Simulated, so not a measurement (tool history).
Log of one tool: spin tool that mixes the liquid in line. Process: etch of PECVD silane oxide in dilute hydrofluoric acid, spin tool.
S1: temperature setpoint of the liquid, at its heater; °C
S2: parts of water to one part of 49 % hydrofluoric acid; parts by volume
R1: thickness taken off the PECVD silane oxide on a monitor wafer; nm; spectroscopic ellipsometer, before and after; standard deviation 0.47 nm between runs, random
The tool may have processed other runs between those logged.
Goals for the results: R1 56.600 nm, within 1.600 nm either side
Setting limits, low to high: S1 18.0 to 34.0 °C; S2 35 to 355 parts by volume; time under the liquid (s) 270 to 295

{"run": 1, "day": 0.0, "S1": 26.0, "S2": 195, "time under the liquid (s)": 270, "R1": 32.83}
{"run": 2, "day": 0.096, "S1": 24.5, "S2": 195, "time under the liquid (s)": 270, "R1": 31.093}
{"run": 3, "day": 0.129, "S1": 24.5, "S2": 150, "time under the liquid (s)": 270, "R1": 42.572}
{"run": 4, "day": 0.271, "S1": 25.5, "S2": 150, "time under the liquid (s)": 270, "R1": 44.176}
{"run": 5, "day": 0.425, "S1": 27.0, "S2": 150, "time under the liquid (s)": 270, "R1": 46.667}
{"run": 6, "day": 0.692, "S1": 25.5, "S2": 150, "time under the liquid (s)": 270, "R1": 44.127}
{"run": 7, "day": 0.725, "S1": 26.0, "S2": 150, "time under the liquid (s)": 270, "R1": 44.933}
{"run": 8, "day": 1.054, "S1": 26.5, "S2": 150, "time under the liquid (s)": 270, "R1": 45.902}
{"run": 9, "day": 1.125, "S1": 27.0, "S2": 150, "time under the liquid (s)": 270, "R1": 46.986}
{"run": 10, "day": 1.383, "S1": 27.5, "S2": 150, "time under the liquid (s)": 270, "R1": 47.814}
{"run": 11, "day": 1.533, "S1": 28.0, "S2": 150, "time under the liquid (s)": 270, "R1": 48.332}
{"run": 12, "day": 1.892, "S1": 32.0, "S2": 145, "time under the liquid (s)": 270, "R1": 58.434}

Pick the move, out of 4, that brings all results within their allowed miss; only one does.
{"run": "A", "day": 2.25, "S1": 33.5, "S2": 145, "time under the liquid (s)": 270, "R1": "?"}
{"run": "B", "day": 2.25, "S1": 29.5, "S2": 140, "time under the liquid (s)": 295, "R1": "?"}
{"run": "C", "day": 2.25, "S1": 31.0, "S2": 150, "time under the liquid (s)": 285, "R1": "?"}
{"run": "D", "day": 2.25, "S1": 31.0, "S2": 140, "time under the liquid (s)": 295, "R1": "?"}

move=A R1=61.743
move=B R1=61.008
move=C R1=57.298
move=D R1=64.408
A: further off than the last run
B: further off than the last run
C: in spec on every target
D: further off than the last run
The move that meets every target is C.

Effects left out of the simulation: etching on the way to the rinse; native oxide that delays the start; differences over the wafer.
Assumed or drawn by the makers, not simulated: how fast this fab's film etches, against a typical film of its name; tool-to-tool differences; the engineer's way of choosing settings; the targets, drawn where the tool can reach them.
